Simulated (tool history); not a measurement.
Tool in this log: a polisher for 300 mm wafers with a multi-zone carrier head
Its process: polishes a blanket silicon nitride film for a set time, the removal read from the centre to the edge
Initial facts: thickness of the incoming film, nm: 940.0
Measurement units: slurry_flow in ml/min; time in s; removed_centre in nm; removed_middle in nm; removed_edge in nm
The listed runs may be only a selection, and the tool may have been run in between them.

run 1 hour=0 | slurry_flow=135 centre_zone=1 middle_zone=1 edge_zone=1 time=47 | removed_centre=64.492 removed_middle=63.31 removed_edge=62.003
run 2 hour=3 | slurry_flow=135 centre_zone=0.93 middle_zone=1 edge_zone=1 time=47 | removed_centre=60.747 removed_middle=64.026 removed_edge=61.367
run 3 hour=5.8 | slurry_flow=130 centre_zone=0.94 middle_zone=0.98 edge_zone=0.97 time=45 | removed_centre=58.812 removed_middle=59.03 removed_edge=58.634
run 4 hour=11.6 | slurry_flow=130 centre_zone=0.95 middle_zone=0.98 edge_zone=0.95 time=43 | removed_centre=55.717 removed_middle=56.637 removed_edge=54.643
run 5 hour=17.1 | slurry_flow=130 centre_zone=0.95 middle_zone=0.98 edge_zone=1 time=43 | removed_centre=55.676 removed_middle=56.519 removed_edge=56.299
run 6 hour=25.4 | slurry_flow=130 centre_zone=0.96 middle_zone=0.97 edge_zone=0.97 time=41 | removed_centre=54.058 removed_middle=53.802 removed_edge=54.502
run 7 hour=33.9 | slurry_flow=125 centre_zone=0.98 middle_zone=0.97 edge_zone=0.94 time=39 | removed_centre=51.779 removed_middle=51.637 removed_edge=48.405
run 8 hour=40.6 | slurry_flow=120 centre_zone=0.98 middle_zone=0.95 edge_zone=0.93 time=39 | removed_centre=51.543 removed_middle=49.818 removed_edge=48.756
run 9 hour=48 | slurry_flow=115 centre_zone=0.98 middle_zone=0.94 edge_zone=0.91 time=39 | removed_centre=49.23 removed_middle=48.275 removed_edge=47.816
run 10 hour=48.7 | slurry_flow=110 centre_zone=0.99 middle_zone=0.93 edge_zone=0.9 time=39 | removed_centre=50.713 removed_middle=47.541 removed_edge=48.244
run 11 hour=49.6 | slurry_flow=110 centre_zone=0.99 middle_zone=0.93 edge_zone=0.89 time=38 | removed_centre=48.97 removed_middle=45.941 removed_edge=45.398

Run 12 has not been measured yet. What should we expect?
run 12 hour=57.5 | slurry_flow=105 centre_zone=0.99 middle_zone=0.93 edge_zone=0.88 time=38 | removed_centre=? removed_middle=? removed_edge=?

Run 12 came out at removed_centre 47.776 nm, removed_middle 46.642 nm, removed_edge 44.78 nm.
